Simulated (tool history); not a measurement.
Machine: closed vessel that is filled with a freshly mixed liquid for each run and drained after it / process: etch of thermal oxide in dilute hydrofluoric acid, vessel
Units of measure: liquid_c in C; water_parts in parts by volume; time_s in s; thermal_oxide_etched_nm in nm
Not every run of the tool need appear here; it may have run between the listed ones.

| run | hour | liquid_c | water_parts | time_s | thermal_oxide_etched_nm |
|---|---|---|---|---|---|
| 1 | 0 | 22 | 155 | 155 | 4.0239 |
| 2 | 7.2 | 24.5 | 120 | 155 | 5.9292 |
| 3 | 13.4 | 26 | 120 | 155 | 6.2413 |
| 4 | 22.6 | 26 | 120 | 155 | 6.2209 |
| 5 | 23.6 | 26 | 120 | 90 | 3.6943 |
| 6 | 31.8 | 23 | 120 | 90 | 3.2362 |

Run 7 has not been measured yet. What should we expect?
| 7 | 34.3 | 25.5 | 85 | 115 | ? |

{"run 7": {"thermal_oxide_etched_nm": 6.739}}
